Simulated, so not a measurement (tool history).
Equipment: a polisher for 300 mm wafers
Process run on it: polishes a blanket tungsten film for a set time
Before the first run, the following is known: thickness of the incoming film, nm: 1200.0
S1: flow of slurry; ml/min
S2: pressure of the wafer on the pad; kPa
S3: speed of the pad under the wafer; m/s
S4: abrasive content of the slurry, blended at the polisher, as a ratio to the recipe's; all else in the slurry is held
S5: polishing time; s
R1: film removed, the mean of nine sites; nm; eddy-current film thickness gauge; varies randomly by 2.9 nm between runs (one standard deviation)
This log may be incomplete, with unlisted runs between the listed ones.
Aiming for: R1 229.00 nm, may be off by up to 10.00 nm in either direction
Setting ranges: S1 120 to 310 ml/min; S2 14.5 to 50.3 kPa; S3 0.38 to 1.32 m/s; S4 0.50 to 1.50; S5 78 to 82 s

run 1 day=0.000 | S1=200 S2=32.4 S3=0.84 S4=1.00 S5=78 | R1=394.65
run 2 day=0.262 | S1=200 S2=32.4 S3=1.04 S4=1.00 S5=78 | R1=485.34
run 3 day=0.329 | S1=200 S2=29.6 S3=1.04 S4=1.00 S5=78 | R1=435.12
run 4 day=0.408 | S1=200 S2=29.6 S3=1.04 S4=1.00 S5=82 | R1=470.01
run 5 day=0.717 | S1=200 S2=29.6 S3=1.04 S4=0.85 S5=82 | R1=445.44
run 6 day=1.096 | S1=200 S2=29.6 S3=0.84 S4=0.85 S5=82 | R1=360.41
run 7 day=1.471 | S1=200 S2=26.2 S3=0.84 S4=0.85 S5=82 | R1=327.13
run 8 day=1.517 | S1=200 S2=22.8 S3=0.84 S4=0.85 S5=82 | R1=283.35
run 9 day=1.671 | S1=200 S2=21.4 S3=0.84 S4=0.85 S5=82 | R1=267.37
run 10 day=1.771 | S1=200 S2=20.0 S3=0.84 S4=0.85 S5=82 | R1=250.14
run 11 day=1.842 | S1=200 S2=19.3 S3=0.84 S4=0.85 S5=82 | R1=244.69
run 12 day=2.054 | S1=200 S2=17.2 S3=0.84 S4=0.85 S5=82 | R1=216.37

Below are 5 possible settings for the next run. Only one of them brings all results inside the allowed miss of their targets. Which is it?
run A day=2.267 | S1=200 S2=17.2 S3=0.76 S4=0.90 S5=81 | R1=?
run B day=2.267 | S1=310 S2=16.5 S3=0.68 S4=1.40 S5=82 | R1=?
run C day=2.267 | S1=200 S2=18.6 S3=0.82 S4=0.85 S5=82 | R1=?
run D day=2.267 | S1=160 S2=18.6 S3=0.80 S4=0.65 S5=82 | R1=?
run E day=2.267 | S1=240 S2=17.2 S3=0.76 S4=0.95 S5=81 | R1=?

move=A R1=200.71
move=B R1=203.18
move=C R1=232.33
move=D R1=207.70
move=E R1=207.52
A: the biggest miss grows against the last run
B: the biggest miss grows against the last run
C: in spec on every target
D: the biggest miss grows against the last run
E: the biggest miss grows against the last run
Answer: C

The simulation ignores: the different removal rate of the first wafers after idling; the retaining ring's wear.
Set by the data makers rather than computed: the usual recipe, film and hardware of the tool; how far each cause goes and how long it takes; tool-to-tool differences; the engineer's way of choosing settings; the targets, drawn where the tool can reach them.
